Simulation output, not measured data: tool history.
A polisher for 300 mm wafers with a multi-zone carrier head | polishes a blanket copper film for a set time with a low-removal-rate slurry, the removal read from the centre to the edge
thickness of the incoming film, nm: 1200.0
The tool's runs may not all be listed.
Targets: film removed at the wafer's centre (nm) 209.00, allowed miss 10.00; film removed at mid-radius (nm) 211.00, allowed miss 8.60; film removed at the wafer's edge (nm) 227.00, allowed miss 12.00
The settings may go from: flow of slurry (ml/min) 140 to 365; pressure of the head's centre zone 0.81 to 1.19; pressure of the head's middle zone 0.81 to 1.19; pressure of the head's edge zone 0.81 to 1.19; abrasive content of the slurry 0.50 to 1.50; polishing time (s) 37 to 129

| run | hour | flow of slurry (ml/min) | pressure of the head's centre zone | pressure of the head's middle zone | pressure of the head's edge zone | abrasive content of the slurry | polishing time (s) | film removed at the wafer's centre (nm) | film removed at mid-radius (nm) | film removed at the wafer's edge (nm) |
|---|---|---|---|---|---|---|---|---|---|---|
| 1 | 0.0 | 235 | 1.00 | 1.00 | 1.00 | 1.00 | 83 | 162.93 | 162.88 | 167.28 |
| 2 | 6.7 | 235 | 1.00 | 1.00 | 1.01 | 1.05 | 85 | 170.18 | 171.33 | 171.56 |
| 3 | 13.0 | 235 | 0.94 | 1.00 | 1.01 | 1.05 | 85 | 161.04 | 171.77 | 171.74 |
| 4 | 14.1 | 235 | 0.94 | 0.99 | 1.03 | 1.10 | 87 | 169.16 | 175.87 | 179.86 |
| 5 | 22.0 | 235 | 0.94 | 0.99 | 1.03 | 1.10 | 96 | 182.02 | 190.52 | 200.98 |
| 6 | 26.4 | 235 | 0.95 | 0.99 | 1.04 | 1.15 | 96 | 188.36 | 193.91 | 200.40 |
| 7 | 35.0 | 235 | 0.95 | 0.99 | 1.05 | 1.15 | 97 | 192.93 | 196.42 | 207.30 |
| 8 | 40.8 | 235 | 0.95 | 0.99 | 1.06 | 1.15 | 97 | 188.26 | 196.26 | 203.93 |
| 9 | 49.6 | 235 | 0.95 | 0.99 | 1.06 | 1.15 | 98 | 192.27 | 196.10 | 213.55 |
| 10 | 51.8 | 240 | 0.96 | 1.00 | 1.06 | 1.15 | 98 | 190.56 | 203.17 | 213.27 |
| 11 | 55.5 | 240 | 0.97 | 1.00 | 1.06 | 1.15 | 98 | 194.47 | 202.01 | 209.06 |
| 12 | 56.7 | 240 | 0.97 | 1.00 | 1.07 | 1.15 | 98 | 193.44 | 202.01 | 212.57 |
| 13 | 64.2 | 240 | 0.98 | 1.00 | 1.08 | 1.15 | 98 | 202.85 | 202.73 | 218.82 |
| 14 | 65.3 | 250 | 0.99 | 1.01 | 1.09 | 1.15 | 98 | 197.86 | 204.60 | 208.67 |

Which of these 4 next moves meets every target?
| A | 66.4 | 365 | 1.19 | 1.16 | 1.05 | 1.50 | 82 | ? | ? | ? |
| B | 66.4 | 195 | 0.81 | 1.06 | 1.17 | 1.05 | 107 | ? | ? | ? |
| C | 66.4 | 225 | 1.00 | 1.03 | 1.18 | 1.50 | 96 | ? | ? | ? |
| D | 66.4 | 275 | 0.88 | 1.04 | 1.09 | 1.15 | 95 | ? | ? | ? |

| move | film removed at the wafer's centre (nm) | film removed at mid-radius (nm) | film removed at the wafer's edge (nm) |
|---|---|---|---|
| A | 226.15 | 206.65 | 190.57 |
| B | 172.63 | 219.45 | 232.24 |
| C | 210.70 | 211.40 | 228.76 |
| D | 177.56 | 203.74 | 208.85 |
A: further off than the last run
B: brings the result that was furthest off to its target, and leaves another outside
C: meets every target
D: further off than the last run
Move C is the one to make.

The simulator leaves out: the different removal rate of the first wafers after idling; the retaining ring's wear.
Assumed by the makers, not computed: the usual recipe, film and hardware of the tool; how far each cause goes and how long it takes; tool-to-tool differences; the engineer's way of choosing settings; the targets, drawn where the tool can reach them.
